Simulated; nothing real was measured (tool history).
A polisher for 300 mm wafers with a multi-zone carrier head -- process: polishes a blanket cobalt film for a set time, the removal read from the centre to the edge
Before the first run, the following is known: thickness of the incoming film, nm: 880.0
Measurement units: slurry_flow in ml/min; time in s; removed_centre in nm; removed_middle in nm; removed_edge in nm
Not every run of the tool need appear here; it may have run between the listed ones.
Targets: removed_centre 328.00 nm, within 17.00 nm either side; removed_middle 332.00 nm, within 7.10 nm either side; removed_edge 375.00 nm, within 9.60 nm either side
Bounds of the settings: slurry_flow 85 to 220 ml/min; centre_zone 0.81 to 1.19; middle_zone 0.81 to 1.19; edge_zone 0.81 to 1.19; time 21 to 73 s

{"run": 1, "day": 0.0, "slurry_flow": 140, "centre_zone": 1.0, "middle_zone": 1.0, "edge_zone": 1.0, "time": 47, "removed_centre": 250.59, "removed_middle": 248.13, "removed_edge": 246.73}
{"run": 2, "day": 0.212, "slurry_flow": 140, "centre_zone": 1.0, "middle_zone": 1.0, "edge_zone": 1.04, "time": 47, "removed_centre": 247.8, "removed_middle": 248.67, "removed_edge": 253.38}
{"run": 3, "day": 0.246, "slurry_flow": 140, "centre_zone": 1.0, "middle_zone": 1.0, "edge_zone": 1.04, "time": 58, "removed_centre": 307.95, "removed_middle": 311.37, "removed_edge": 312.59}
{"run": 4, "day": 0.288, "slurry_flow": 150, "centre_zone": 0.99, "middle_zone": 0.99, "edge_zone": 1.07, "time": 58, "removed_centre": 311.55, "removed_middle": 308.57, "removed_edge": 319.15}
{"run": 5, "day": 0.633, "slurry_flow": 155, "centre_zone": 0.97, "middle_zone": 0.99, "edge_zone": 1.09, "time": 59, "removed_centre": 312.53, "removed_middle": 315.06, "removed_edge": 326.19}
{"run": 6, "day": 0.917, "slurry_flow": 155, "centre_zone": 0.96, "middle_zone": 0.98, "edge_zone": 1.11, "time": 60, "removed_centre": 308.64, "removed_middle": 316.79, "removed_edge": 338.3}
{"run": 7, "day": 1.038, "slurry_flow": 160, "centre_zone": 0.96, "middle_zone": 0.98, "edge_zone": 1.13, "time": 60, "removed_centre": 304.92, "removed_middle": 321.67, "removed_edge": 344.13}
{"run": 8, "day": 1.142, "slurry_flow": 165, "centre_zone": 0.97, "middle_zone": 0.97, "edge_zone": 1.14, "time": 60, "removed_centre": 318.51, "removed_middle": 317.45, "removed_edge": 345.07}

Which one of the following 4 next-run settings gets every result inside its allowed miss? There is exactly one.
{"run": "A", "day": 1.246, "slurry_flow": 165, "centre_zone": 0.93, "middle_zone": 0.93, "edge_zone": 1.17, "time": 65, "removed_centre": "?", "removed_middle": "?", "removed_edge": "?"}
{"run": "B", "day": 1.246, "slurry_flow": 165, "centre_zone": 1.0, "middle_zone": 0.96, "edge_zone": 1.11, "time": 63, "removed_centre": "?", "removed_middle": "?", "removed_edge": "?"}
{"run": "C", "day": 1.246, "slurry_flow": 165, "centre_zone": 0.99, "middle_zone": 0.9, "edge_zone": 1.09, "time": 59, "removed_centre": "?", "removed_middle": "?", "removed_edge": "?"}
{"run": "D", "day": 1.246, "slurry_flow": 185, "centre_zone": 0.9, "middle_zone": 0.88, "edge_zone": 1.19, "time": 67, "removed_centre": "?", "removed_middle": "?", "removed_edge": "?"}

move=A removed_centre=325.14 removed_middle=335.56 removed_edge=376.59
move=B removed_centre=337.04 removed_middle=333.91 removed_edge=355.92
move=C removed_centre=312.59 removed_middle=296.34 removed_edge=330.80
move=D removed_centre=330.17 removed_middle=335.02 removed_edge=395.55
A: meets every target
B: moves toward the targets from the last run without getting all of them in spec
C: the biggest miss grows against the last run
D: takes the biggest miss from the last run beyond its target
Correct choice: A, which meets every target
